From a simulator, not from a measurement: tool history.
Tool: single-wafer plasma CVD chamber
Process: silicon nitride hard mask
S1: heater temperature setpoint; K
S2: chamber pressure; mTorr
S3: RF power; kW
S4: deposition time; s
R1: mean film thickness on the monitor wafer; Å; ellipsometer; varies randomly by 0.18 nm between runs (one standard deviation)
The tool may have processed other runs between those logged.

run 1 hour=0 | S1=653.15 S2=1440 S3=0.355 S4=30.3 | R1=395.98
run 2 hour=6.1 | S1=653.15 S2=1370 S3=0.35 S4=30.3 | R1=387.84
run 3 hour=8.6 | S1=653.15 S2=1370 S3=0.335 S4=30.3 | R1=379.57
run 4 hour=17.1 | S1=653.15 S2=1310 S3=0.33 S4=30.3 | R1=372.11
run 5 hour=24.9 | S1=653.15 S2=1260 S3=0.325 S4=30.3 | R1=362.52
run 6 hour=29.8 | S1=653.15 S2=1220 S3=0.325 S4=30.3 | R1=357.57
run 7 hour=34.2 | S1=653.15 S2=1190 S3=0.325 S4=30.3 | R1=357.05
run 8 hour=39 | S1=653.15 S2=1160 S3=0.325 S4=30.3 | R1=349.91
run 9 hour=40.2 | S1=653.15 S2=1140 S3=0.325 S4=30.3 | R1=347.6
run 10 hour=48.3 | S1=653.15 S2=1130 S3=0.325 S4=30.3 | R1=347.94

Predict the results of run 11:
run 11 hour=55.7 | S1=653.15 S2=1110 S3=0.325 S4=30.3 | R1=?

Logged for run 11: R1 342.9 Å.

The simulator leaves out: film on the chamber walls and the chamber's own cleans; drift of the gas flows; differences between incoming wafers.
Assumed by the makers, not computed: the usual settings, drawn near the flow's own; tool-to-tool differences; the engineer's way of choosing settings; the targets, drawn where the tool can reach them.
